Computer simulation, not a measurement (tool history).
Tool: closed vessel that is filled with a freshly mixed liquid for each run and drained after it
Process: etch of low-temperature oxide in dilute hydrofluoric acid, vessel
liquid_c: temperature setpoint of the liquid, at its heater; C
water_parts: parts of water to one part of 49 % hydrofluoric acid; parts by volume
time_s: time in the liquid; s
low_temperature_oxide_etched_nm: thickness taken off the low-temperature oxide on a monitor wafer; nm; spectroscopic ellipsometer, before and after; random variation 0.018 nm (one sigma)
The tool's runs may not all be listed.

run,day,liquid_c,water_parts,time_s,low_temperature_oxide_etched_nm
1,0,25,280,55,2.562
2,0.171,25.5,280,55,2.631
3,0.375,26.5,280,55,2.7111
4,0.512,26.5,190,55,4.3911
5,0.571,25.5,190,55,4.2021
6,0.638,24.5,190,55,4.1186
7,0.933,24.5,190,55,4.0785

The next listed run, before its measurement:
8,0.954,23.5,195,55,?

{"run 8": {"low_temperature_oxide_etched_nm": 3.8309}}

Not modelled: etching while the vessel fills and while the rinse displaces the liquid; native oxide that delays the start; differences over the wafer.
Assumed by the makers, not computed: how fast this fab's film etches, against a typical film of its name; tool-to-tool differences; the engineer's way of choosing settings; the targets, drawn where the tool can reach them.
